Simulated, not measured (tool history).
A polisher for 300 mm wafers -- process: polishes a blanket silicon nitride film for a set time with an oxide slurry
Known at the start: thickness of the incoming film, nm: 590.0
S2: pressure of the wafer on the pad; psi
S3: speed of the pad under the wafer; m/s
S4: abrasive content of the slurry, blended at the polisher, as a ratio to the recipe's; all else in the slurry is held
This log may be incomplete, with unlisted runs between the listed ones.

{"run": 1, "hour": 0.0, "flow of slurry (ml/min)": 270, "S2": 2.9, "S3": 1.28, "S4": 1.0, "polishing time (s)": 90, "film removed (Å)": 503.53}
{"run": 2, "hour": 6.9, "flow of slurry (ml/min)": 270, "S2": 2.8, "S3": 1.28, "S4": 1.0, "polishing time (s)": 90, "film removed (Å)": 473.19}
{"run": 3, "hour": 10.7, "flow of slurry (ml/min)": 245, "S2": 2.8, "S3": 1.28, "S4": 1.0, "polishing time (s)": 90, "film removed (Å)": 476.42}
{"run": 4, "hour": 19.4, "flow of slurry (ml/min)": 245, "S2": 2.8, "S3": 1.28, "S4": 0.85, "polishing time (s)": 90, "film removed (Å)": 441.22}
{"run": 5, "hour": 25.0, "flow of slurry (ml/min)": 245, "S2": 3.4, "S3": 1.28, "S4": 0.85, "polishing time (s)": 90, "film removed (Å)": 534.51}
{"run": 6, "hour": 31.4, "flow of slurry (ml/min)": 245, "S2": 3.4, "S3": 1.02, "S4": 0.85, "polishing time (s)": 90, "film removed (Å)": 445.62}

Expected results for the next run?
{"run": 7, "hour": 35.6, "flow of slurry (ml/min)": 245, "S2": 3.3, "S3": 1.02, "S4": 0.85, "polishing time (s)": 90, "film removed (Å)": "?"}

film removed (Å): 428.14

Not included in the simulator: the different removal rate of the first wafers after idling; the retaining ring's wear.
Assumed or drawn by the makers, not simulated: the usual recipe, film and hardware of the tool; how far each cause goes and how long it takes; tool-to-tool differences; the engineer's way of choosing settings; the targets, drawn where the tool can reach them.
